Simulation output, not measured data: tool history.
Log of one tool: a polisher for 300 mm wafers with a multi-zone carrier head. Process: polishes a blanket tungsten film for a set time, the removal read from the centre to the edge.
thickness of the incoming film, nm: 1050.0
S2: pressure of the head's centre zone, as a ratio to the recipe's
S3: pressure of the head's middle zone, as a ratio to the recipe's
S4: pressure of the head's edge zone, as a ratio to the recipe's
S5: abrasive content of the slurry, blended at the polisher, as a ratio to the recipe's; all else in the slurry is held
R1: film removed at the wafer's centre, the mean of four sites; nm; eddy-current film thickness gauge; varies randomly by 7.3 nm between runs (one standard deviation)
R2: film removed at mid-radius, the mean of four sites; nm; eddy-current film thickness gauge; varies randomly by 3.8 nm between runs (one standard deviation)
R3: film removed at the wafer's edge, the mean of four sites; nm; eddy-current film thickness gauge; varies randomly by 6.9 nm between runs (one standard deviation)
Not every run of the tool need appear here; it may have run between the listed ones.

Run 1, hour 0: flow of slurry (ml/min) 245, S2 1, S3 1, S4 1, S5 1, polishing time (s) 46. Result: R1 379.51 nm, R2 387.14 nm, R3 377.18 nm.
Run 2, hour 7.1: flow of slurry (ml/min) 245, S2 1, S3 1, S4 1, S5 1.1, polishing time (s) 46. Result: R1 383.85 nm, R2 389.69 nm, R3 385.88 nm.
Run 3, hour 8.2: flow of slurry (ml/min) 245, S2 1, S3 1, S4 1.07, S5 1.1, polishing time (s) 46. Result: R1 388.06 nm, R2 394.57 nm, R3 405.02 nm.
Run 4, hour 14.5: flow of slurry (ml/min) 245, S2 0.95, S3 1, S4 1.07, S5 1.1, polishing time (s) 46. Result: R1 369.81 nm, R2 393.87 nm, R3 404.61 nm.
Run 5, hour 19.8: flow of slurry (ml/min) 245, S2 0.95, S3 1, S4 1.07, S5 1.1, polishing time (s) 53. Result: R1 427.18 nm, R2 453.04 nm, R3 458.42 nm.
Run 6, hour 27: flow of slurry (ml/min) 260, S2 1.02, S3 1, S4 1.11, S5 1.25, polishing time (s) 54. Result: R1 477.64 nm, R2 470.86 nm, R3 497.47 nm.
Run 7, hour 33: flow of slurry (ml/min) 270, S2 1.07, S3 1, S4 1.13, S5 1.35, polishing time (s) 55. Result: R1 520.52 nm, R2 500.54 nm, R3 540.88 nm.

Estimate the outcome of run 8 from the log above:
Run 8, hour 41.3: flow of slurry (ml/min) 280, S2 1.11, S3 0.99, S4 1.12, S5 1.4, polishing time (s) 56. Result: R1 ?, R2 ?, R3 ?.

R1: 545.74 nm
R2: 509.72 nm
R3: 538.38 nm
